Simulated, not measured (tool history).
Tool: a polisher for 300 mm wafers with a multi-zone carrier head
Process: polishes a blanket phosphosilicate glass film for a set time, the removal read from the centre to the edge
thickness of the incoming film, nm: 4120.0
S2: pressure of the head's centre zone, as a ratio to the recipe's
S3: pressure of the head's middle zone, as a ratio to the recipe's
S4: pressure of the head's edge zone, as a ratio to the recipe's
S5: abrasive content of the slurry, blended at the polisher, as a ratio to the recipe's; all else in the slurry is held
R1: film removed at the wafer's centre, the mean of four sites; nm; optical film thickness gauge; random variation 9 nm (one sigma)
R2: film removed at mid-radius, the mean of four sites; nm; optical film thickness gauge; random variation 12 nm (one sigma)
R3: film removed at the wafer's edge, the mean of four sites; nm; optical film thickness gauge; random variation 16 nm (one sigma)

Run 1, hour 0.0: flow of slurry (ml/min) 135, S2 1.00, S3 1.00, S4 1.00, S5 1.00, polishing time (s) 86. Result: R1 996.54 nm, R2 956.63 nm, R3 959.59 nm.
Run 2, hour 2.5: flow of slurry (ml/min) 145, S2 0.97, S3 1.05, S4 1.05, S5 1.15, polishing time (s) 86. Result: R1 1044.60 nm, R2 1068.90 nm, R3 1050.10 nm.
Run 3, hour 11.6: flow of slurry (ml/min) 145, S2 1.03, S3 1.05, S4 1.05, S5 1.15, polishing time (s) 86. Result: R1 1092.50 nm, R2 1066.00 nm, R3 1044.90 nm.
Run 4, hour 15.3: flow of slurry (ml/min) 145, S2 1.03, S3 1.05, S4 1.05, S5 1.35, polishing time (s) 86. Result: R1 1157.90 nm, R2 1120.70 nm, R3 1101.30 nm.
Run 5, hour 17.1: flow of slurry (ml/min) 155, S2 0.99, S3 1.08, S4 1.09, S5 1.40, polishing time (s) 86. Result: R1 1141.70 nm, R2 1173.10 nm, R3 1141.60 nm.
Run 6, hour 22.9: flow of slurry (ml/min) 155, S2 0.99, S3 1.08, S4 1.01, S5 1.40, polishing time (s) 86. Result: R1 1137.80 nm, R2 1168.80 nm, R3 1114.80 nm.
Run 7, hour 27.5: flow of slurry (ml/min) 160, S2 0.96, S3 1.10, S4 1.05, S5 1.45, polishing time (s) 88. Result: R1 1147.20 nm, R2 1255.80 nm, R3 1185.60 nm.

Forecast run 8:
Run 8, hour 32.2: flow of slurry (ml/min) 165, S2 0.94, S3 1.11, S4 1.08, S5 1.45, polishing time (s) 89. Result: R1 ?, R2 ?, R3 ?.

{"run 8": {"R1": 1145.5, "R2": 1287.3, "R3": 1205.8}}
